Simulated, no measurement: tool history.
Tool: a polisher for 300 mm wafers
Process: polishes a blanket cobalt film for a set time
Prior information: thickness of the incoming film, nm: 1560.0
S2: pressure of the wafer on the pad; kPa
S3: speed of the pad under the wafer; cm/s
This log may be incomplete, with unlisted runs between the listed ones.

Run 1, hour 0: flow of slurry (ml/min) 200, S2 17.2 kPa, S3 124 cm/s, polishing time (s) 56. Result: film removed (nm) 428.29.
Run 2, hour 5.6: flow of slurry (ml/min) 200, S2 15.9 kPa, S3 124 cm/s, polishing time (s) 56. Result: film removed (nm) 392.96.
Run 3, hour 10.6: flow of slurry (ml/min) 200, S2 15.9 kPa, S3 124 cm/s, polishing time (s) 56. Result: film removed (nm) 399.65.
Run 4, hour 15.2: flow of slurry (ml/min) 180, S2 15.9 kPa, S3 124 cm/s, polishing time (s) 56. Result: film removed (nm) 384.67.
Run 5, hour 16.8: flow of slurry (ml/min) 180, S2 13.8 kPa, S3 124 cm/s, polishing time (s) 56. Result: film removed (nm) 345.04.
Run 6, hour 20.6: flow of slurry (ml/min) 180, S2 13.8 kPa, S3 124 cm/s, polishing time (s) 56. Result: film removed (nm) 333.16.
At hour 26.1: slurry nozzle cleaned.
Run 7, hour 26.1: flow of slurry (ml/min) 175, S2 13.8 kPa, S3 124 cm/s, polishing time (s) 56. Result: film removed (nm) 348.56.

Run 8 comes next. What will it give?
Run 8, hour 29.8: flow of slurry (ml/min) 175, S2 11.7 kPa, S3 124 cm/s, polishing time (s) 56. Result: film removed (nm) ?.

Run 8 produced film removed (nm) 298.1.
